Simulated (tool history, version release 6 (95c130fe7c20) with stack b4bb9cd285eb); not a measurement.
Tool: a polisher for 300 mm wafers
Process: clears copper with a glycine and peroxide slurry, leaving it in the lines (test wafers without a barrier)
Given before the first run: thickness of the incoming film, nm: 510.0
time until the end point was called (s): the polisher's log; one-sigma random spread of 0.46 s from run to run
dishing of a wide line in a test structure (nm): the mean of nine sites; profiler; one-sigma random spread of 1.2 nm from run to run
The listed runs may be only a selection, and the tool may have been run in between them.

| run | day | flow of slurry (ml/min) | pressure of the wafer on the pad (psi) | speed of the pad under the wafer (m/s) | overpolish time after the end point (s) | time until the end point was called (s) | dishing of a wide line in a test structure (nm) |
|---|---|---|---|---|---|---|---|
| 1 | 0.000 | 150 | 2.6 | 1.28 | 18 | 87.530 | 53.245 |
| 2 | 0.208 | 155 | 3.0 | 1.32 | 15 | 74.018 | 50.940 |
| 3 | 0.367 | 160 | 3.3 | 1.34 | 15 | 66.322 | 55.543 |
| 4 | 0.646 | 165 | 3.5 | 1.36 | 14 | 61.873 | 54.211 |
| 5 | 0.838 | 180 | 3.5 | 1.36 | 14 | 62.911 | 55.636 |
| 6 | 0.892 | 180 | 3.5 | 1.36 | 21 | 62.079 | 70.953 |

Run 7 comes next. What will it give?
|  | 1.038 | worn pad replaced by a new one |
| 7 | 1.038 | 180 | 3.6 | 1.38 | 18 | ? | ? |

time until the end point was called (s): 56.656
dishing of a wide line in a test structure (nm): 67.251
